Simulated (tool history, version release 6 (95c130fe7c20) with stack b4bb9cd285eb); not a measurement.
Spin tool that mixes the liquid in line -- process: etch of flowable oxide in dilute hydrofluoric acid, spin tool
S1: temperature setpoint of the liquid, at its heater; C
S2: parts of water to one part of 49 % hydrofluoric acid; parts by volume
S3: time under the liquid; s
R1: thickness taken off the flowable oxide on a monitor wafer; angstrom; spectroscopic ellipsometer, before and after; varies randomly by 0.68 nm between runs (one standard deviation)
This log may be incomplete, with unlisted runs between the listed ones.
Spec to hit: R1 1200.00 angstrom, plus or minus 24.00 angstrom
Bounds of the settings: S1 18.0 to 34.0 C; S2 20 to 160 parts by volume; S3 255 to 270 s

run,hour,S1,S2,S3,R1
1,0.0,26.0,90,255,756.78
2,7.3,22.5,90,255,662.17
3,16.3,22.5,90,255,661.60
4,20.6,26.0,85,255,812.91
5,22.5,29.5,85,255,926.72
6,28.1,31.0,85,255,984.28
7,29.9,32.0,85,255,1019.10
8,33.6,32.5,85,255,1045.40
9,37.3,33.0,85,255,1062.20
10,40.0,34.0,75,255,1261.30

Which single option among these 4 for the next run brings every result within its allowed miss of target? Just one does.
A,42.7,34.0,75,270,?
B,42.7,34.0,80,270,?
C,42.7,32.5,75,255,?
D,42.7,33.5,75,255,?

move,R1
A,1349.60
B,1255.10
C,1205.30
D,1251.20
A: misses by more than the last run did
B: closer than the last run, but not yet in spec
C: every result within its allowed miss
D: closer than the last run, but not yet in spec
Go with C: it meets all targets.
